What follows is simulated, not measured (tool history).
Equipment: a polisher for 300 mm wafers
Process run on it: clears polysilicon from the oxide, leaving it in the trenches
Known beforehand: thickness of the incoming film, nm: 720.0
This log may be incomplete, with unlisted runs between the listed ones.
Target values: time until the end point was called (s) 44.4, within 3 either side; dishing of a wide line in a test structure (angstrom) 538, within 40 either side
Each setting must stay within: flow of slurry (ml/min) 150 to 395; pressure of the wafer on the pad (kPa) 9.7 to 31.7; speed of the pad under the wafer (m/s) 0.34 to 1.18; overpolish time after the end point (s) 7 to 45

| run | hour | flow of slurry (ml/min) | pressure of the wafer on the pad (kPa) | speed of the pad under the wafer (m/s) | overpolish time after the end point (s) | time until the end point was called (s) | dishing of a wide line in a test structure (angstrom) |
|---|---|---|---|---|---|---|---|
| 1 | 0 | 250 | 20.7 | 0.76 | 23 | 60.578 | 518.32 |
| 2 | 5.3 | 250 | 21.4 | 0.76 | 24 | 59.964 | 560.61 |
| 3 | 8.3 | 250 | 22.1 | 0.78 | 22 | 57.7 | 514.6 |
| 4 | 11.7 | 250 | 22.1 | 0.78 | 18 | 56.31 | 527.61 |
| 5 | 16.9 | 250 | 26.2 | 0.78 | 18 | 48.414 | 526.64 |
| 6 | 21.1 | 250 | 26.2 | 0.66 | 18 | 54.798 | 557.15 |
| 7 | 27.7 | 250 | 26.9 | 0.68 | 18 | 52.645 | 519.16 |
| 8 | 35.6 | 255 | 27.6 | 0.68 | 20 | 50.289 | 541.73 |
| 9 | 40.5 | 255 | 28.3 | 0.68 | 20 | 50.499 | 533.46 |
| 10 | 48.4 | 255 | 29 | 0.68 | 20 | 48.627 | 517.91 |

Of the 4 settings listed for the next run, only one would bring every result within its allowed miss of target. Which one?
| A | 56.3 | 245 | 27.6 | 0.62 | 13 | ? | ? |
| B | 56.3 | 255 | 31.7 | 0.68 | 20 | ? | ? |
| C | 56.3 | 210 | 26.2 | 0.66 | 27 | ? | ? |
| D | 56.3 | 260 | 26.2 | 0.68 | 45 | ? | ? |

| move | time until the end point was called (s) | dishing of a wide line in a test structure (angstrom) |
|---|---|---|
| A | 52.971 | 521.02 |
| B | 42.845 | 542.77 |
| C | 54.202 | 543.21 |
| D | 51.536 | 544.09 |
A: the biggest miss grows against the last run
B: every result lands within tolerance
C: the biggest miss grows against the last run
D: the biggest miss grows against the last run
So the answer is move B, the one that meets all the targets.

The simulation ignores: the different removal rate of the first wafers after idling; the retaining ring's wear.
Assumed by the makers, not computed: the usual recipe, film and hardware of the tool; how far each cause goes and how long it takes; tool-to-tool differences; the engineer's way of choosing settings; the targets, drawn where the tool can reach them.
